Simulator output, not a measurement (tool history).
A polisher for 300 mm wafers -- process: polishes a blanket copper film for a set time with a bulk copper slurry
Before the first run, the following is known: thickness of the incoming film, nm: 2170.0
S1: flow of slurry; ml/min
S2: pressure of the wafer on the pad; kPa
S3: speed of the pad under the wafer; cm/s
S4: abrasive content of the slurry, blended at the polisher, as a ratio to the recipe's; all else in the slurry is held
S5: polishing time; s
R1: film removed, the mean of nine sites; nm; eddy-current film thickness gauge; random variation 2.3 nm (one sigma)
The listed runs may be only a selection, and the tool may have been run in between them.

run  hour   S1    S2   S3   S4  S5      R1
  1   0.0  305  19.3  140  1.0  28  331.03
  2   2.9  305  16.5  138  1.0  28  280.17
  3   5.1  305  14.5  138  1.0  28  245.40
  4  11.0  305  14.5  138  1.0  28  248.70
  5  15.7  305  16.5  138  1.0  28  282.03
  6  21.4  305  14.5  138  1.0  28  249.45
  7  24.6  305  13.1  138  1.0  28  222.01
  8  26.5  305  12.4  138  1.0  28  216.12

Run 9, settings as shown, results not yet in. Your forecast:
  9  31.8  305  10.3  138  1.0  28   ?

Run 9 yielded R1 179.54 nm.
